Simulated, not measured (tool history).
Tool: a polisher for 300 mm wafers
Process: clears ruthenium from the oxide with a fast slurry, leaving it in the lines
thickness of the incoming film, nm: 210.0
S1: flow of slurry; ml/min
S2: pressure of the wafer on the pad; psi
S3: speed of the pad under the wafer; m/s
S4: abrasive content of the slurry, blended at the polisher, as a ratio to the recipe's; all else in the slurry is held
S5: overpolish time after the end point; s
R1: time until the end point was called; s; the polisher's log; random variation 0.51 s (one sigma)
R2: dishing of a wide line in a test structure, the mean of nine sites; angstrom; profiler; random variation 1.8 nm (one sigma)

| run | hour | S1 | S2 | S3 | S4 | S5 | R1 | R2 |
|---|---|---|---|---|---|---|---|---|
| 1 | 0.0 | 135 | 2.7 | 0.98 | 1.0 | 29 | 46.726 | 747.80 |
| 2 | 4.9 | 135 | 2.7 | 0.98 | 1.0 | 34 | 47.205 | 865.96 |
| 3 | 7.1 | 135 | 2.7 | 0.98 | 1.0 | 36 | 46.668 | 886.75 |
| 4 | 9.7 | 135 | 2.7 | 0.98 | 1.0 | 25 | 46.349 | 665.19 |
| 5 | 11.1 | 135 | 2.7 | 0.80 | 1.0 | 25 | 57.034 | 579.60 |
| 6 | 19.5 | 135 | 2.9 | 0.80 | 1.0 | 30 | 51.984 | 696.59 |

Forecast run 7:
| 7 | 28.3 | 135 | 3.0 | 0.80 | 1.0 | 34 | ? | ? |

Run 7 gave R1 52.931 s, R2 796.92 angstrom.

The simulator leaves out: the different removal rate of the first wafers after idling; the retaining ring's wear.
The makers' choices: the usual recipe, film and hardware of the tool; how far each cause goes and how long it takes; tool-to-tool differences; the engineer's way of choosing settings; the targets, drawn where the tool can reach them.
